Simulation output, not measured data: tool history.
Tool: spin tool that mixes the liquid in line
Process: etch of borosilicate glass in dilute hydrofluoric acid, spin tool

run,hour,temperature setpoint of the liquid (°C),parts of water to one part of 49 % hydrofluoric acid (parts by volume),time under the liquid (s),thickness taken off the borosilicate glass on a monitor wafer (nm)
1,0.0,25.0,150,110,22.843
2,3.7,26.0,135,110,27.457
3,9.9,27.0,125,110,30.673
4,17.1,27.0,125,120,33.691
5,25.0,27.0,125,120,34.209
6,26.2,27.0,125,110,31.529
7,31.8,27.5,115,110,34.688
8,39.1,28.0,105,110,39.728
9,44.2,28.5,100,110,42.270
10,48.1,29.0,95,110,45.466

The next listed run, before its measurement:
11,55.3,29.5,90,110,?

thickness taken off the borosilicate glass on a monitor wafer (nm): 49.796

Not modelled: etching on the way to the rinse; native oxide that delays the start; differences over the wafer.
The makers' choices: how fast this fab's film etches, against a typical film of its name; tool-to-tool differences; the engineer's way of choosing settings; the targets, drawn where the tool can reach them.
